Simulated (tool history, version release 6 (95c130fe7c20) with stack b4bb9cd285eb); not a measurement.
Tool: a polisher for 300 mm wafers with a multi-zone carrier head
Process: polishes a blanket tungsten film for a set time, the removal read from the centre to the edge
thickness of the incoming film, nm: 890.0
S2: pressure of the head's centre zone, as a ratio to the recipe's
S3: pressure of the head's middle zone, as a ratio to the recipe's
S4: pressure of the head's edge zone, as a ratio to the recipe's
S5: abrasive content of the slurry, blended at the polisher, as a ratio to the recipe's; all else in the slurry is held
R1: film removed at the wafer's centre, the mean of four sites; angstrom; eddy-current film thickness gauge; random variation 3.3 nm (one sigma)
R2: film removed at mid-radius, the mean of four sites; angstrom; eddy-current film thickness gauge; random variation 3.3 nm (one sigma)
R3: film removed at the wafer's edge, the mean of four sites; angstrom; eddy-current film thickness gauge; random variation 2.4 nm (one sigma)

run 1 day=0.000 | flow_of_slurry_(ml/min)=150 S2=1.00 S3=1.00 S4=1.00 S5=1.0 polishing_time_(s)=59 | R1=3429.3 R2=3445.9 R3=3298.8
run 2 day=0.292 | flow_of_slurry_(ml/min)=130 S2=1.00 S3=1.00 S4=1.00 S5=1.0 polishing_time_(s)=59 | R1=3334.2 R2=3411.0 R3=3241.6
run 3 day=0.321 | flow_of_slurry_(ml/min)=100 S2=1.00 S3=1.00 S4=1.00 S5=1.0 polishing_time_(s)=59 | R1=3102.9 R2=3242.7 R3=3167.0
run 4 day=0.383 | flow_of_slurry_(ml/min)=100 S2=1.00 S3=1.03 S4=1.00 S5=1.0 polishing_time_(s)=59 | R1=3104.4 R2=3312.7 R3=3133.2
run 5 day=0.625 | flow_of_slurry_(ml/min)=100 S2=0.99 S3=1.07 S4=0.98 S5=1.0 polishing_time_(s)=59 | R1=3085.5 R2=3439.7 R3=3105.2
run 6 day=0.917 | flow_of_slurry_(ml/min)=100 S2=0.99 S3=1.14 S4=0.98 S5=1.0 polishing_time_(s)=59 | R1=3077.9 R2=3580.4 R3=3111.3
run 7 day=1.208 | flow_of_slurry_(ml/min)=100 S2=0.98 S3=1.15 S4=0.96 S5=1.0 polishing_time_(s)=59 | R1=3052.5 R2=3575.6 R3=3115.2

The next listed run, before its measurement:
run 8 day=1.383 | flow_of_slurry_(ml/min)=100 S2=0.97 S3=1.16 S4=0.91 S5=1.0 polishing_time_(s)=59 | R1=? R2=? R3=?

{"run 8": {"R1": 3072.5, "R2": 3649.6, "R3": 3041.9}}

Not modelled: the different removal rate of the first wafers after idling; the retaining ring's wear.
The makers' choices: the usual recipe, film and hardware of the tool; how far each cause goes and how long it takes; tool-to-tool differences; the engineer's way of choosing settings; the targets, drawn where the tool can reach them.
